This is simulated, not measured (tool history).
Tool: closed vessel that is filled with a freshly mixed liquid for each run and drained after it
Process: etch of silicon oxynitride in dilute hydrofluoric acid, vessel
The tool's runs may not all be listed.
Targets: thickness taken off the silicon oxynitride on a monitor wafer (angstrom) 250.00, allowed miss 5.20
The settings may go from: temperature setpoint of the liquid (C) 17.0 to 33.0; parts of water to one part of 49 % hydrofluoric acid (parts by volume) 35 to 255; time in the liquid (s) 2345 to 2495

run	hour	temperature setpoint of the liquid (C)	parts of water to one part of 49 % hydrofluoric acid (parts by volume)	time in the liquid (s)	thickness taken off the silicon oxynitride on a monitor wafer (angstrom)
1	0.0	25.0	145	2345	434.44
2	3.3	25.0	120	2345	530.82
3	5.2	23.0	135	2345	429.69
4	13.8	21.5	145	2345	371.26
5	22.1	21.5	120	2345	453.60
6	28.9	21.5	90	2345	620.13
7	37.0	20.5	110	2345	474.20
8	45.3	20.5	110	2345	480.74
9	46.4	19.5	125	2345	393.54
10	51.2	19.0	135	2345	355.85
11	52.5	18.5	140	2345	332.90
12	59.0	18.0	145	2345	312.19
13	62.8	18.0	150	2345	300.13

Which of these 5 next moves meets every target?
A	66.6	17.0	180	2480	?
B	66.6	19.0	180	2460	?
C	66.6	18.0	190	2360	?
D	66.6	18.0	170	2365	?
E	66.6	17.0	170	2425	?

move	thickness taken off the silicon oxynitride on a monitor wafer (angstrom)
A	246.75
B	269.34
C	231.97
D	263.06
E	257.01
A: meets every target
B: nearer than the last run, and not there yet
C: takes the result that was furthest off past its target
D: nearer than the last run, and not there yet
E: nearer than the last run, and not there yet
Answer: A
